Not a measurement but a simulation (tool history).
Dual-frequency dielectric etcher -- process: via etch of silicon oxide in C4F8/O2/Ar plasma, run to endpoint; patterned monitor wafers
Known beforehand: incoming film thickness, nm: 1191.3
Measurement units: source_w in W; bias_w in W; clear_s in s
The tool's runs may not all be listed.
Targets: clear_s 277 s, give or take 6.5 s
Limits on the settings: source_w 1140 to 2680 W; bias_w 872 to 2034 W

run 1 hour=0 | source_w=1910 bias_w=1453 | clear_s=249.34
run 2 hour=3.8 | source_w=2220 bias_w=1453 | clear_s=235.48
run 3 hour=11.4 | source_w=2450 bias_w=1453 | clear_s=228.95
run 4 hour=16.8 | source_w=2270 bias_w=1390 | clear_s=236.42
run 5 hour=18.7 | source_w=2120 bias_w=1339 | clear_s=245.6
run 6 hour=19.4 | source_w=2340 bias_w=1339 | clear_s=236.45
run 7 hour=20.2 | source_w=2190 bias_w=1292 | clear_s=245.2
run 8 hour=25.4 | source_w=2080 bias_w=1259 | clear_s=251.82
run 9 hour=33.2 | source_w=2000 bias_w=1235 | clear_s=255.75
run 10 hour=34.5 | source_w=2000 bias_w=1235 | clear_s=257.92
run 11 hour=39.2 | source_w=1940 bias_w=1220 | clear_s=259.9
run 12 hour=48.2 | source_w=1940 bias_w=1220 | clear_s=260.62
run 13 hour=50.1 | source_w=1890 bias_w=1206 | clear_s=265.56

5 next moves are on the table. One of them brings every result within its allowed miss. Which?
run A hour=52 | source_w=1730 bias_w=1133 | clear_s=?
run B hour=52 | source_w=1880 bias_w=1266 | clear_s=?
run C hour=52 | source_w=1900 bias_w=1274 | clear_s=?
run D hour=52 | source_w=2040 bias_w=1399 | clear_s=?
run E hour=52 | source_w=2160 bias_w=1137 | clear_s=?

move=A clear_s=277.59
move=B clear_s=261.05
move=C clear_s=259.57
move=D clear_s=246.27
move=E clear_s=255.21
A: all results in spec
B: further off than the last run
C: further off than the last run
D: further off than the last run
E: further off than the last run
Go with A: it meets all targets.
